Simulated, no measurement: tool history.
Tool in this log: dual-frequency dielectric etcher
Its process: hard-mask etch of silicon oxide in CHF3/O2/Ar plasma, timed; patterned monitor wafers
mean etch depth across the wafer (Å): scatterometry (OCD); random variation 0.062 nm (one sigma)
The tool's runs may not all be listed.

| run | hour | source power (W) | bias power (W) | etch time (s) | mean etch depth across the wafer (Å) |
|---|---|---|---|---|---|
| 1 | 0 | 540 | 166 | 14 | 249.95 |
| 2 | 5.4 | 490 | 163 | 14 | 235 |
| 3 | 6.2 | 470 | 162 | 14 | 228.62 |
| 4 | 9.9 | 470 | 162 | 14 | 227.82 |
| 5 | 16.9 | 470 | 162 | 14 | 228.85 |
| 6 | 20.6 | 560 | 162 | 14 | 256.19 |
| 7 | 21.2 | 520 | 161 | 14 | 243.38 |

Forecast run 8:
| 8 | 23.3 | 490 | 160 | 14 | ? |

Run 8 yielded mean etch depth across the wafer (Å) 234.6.
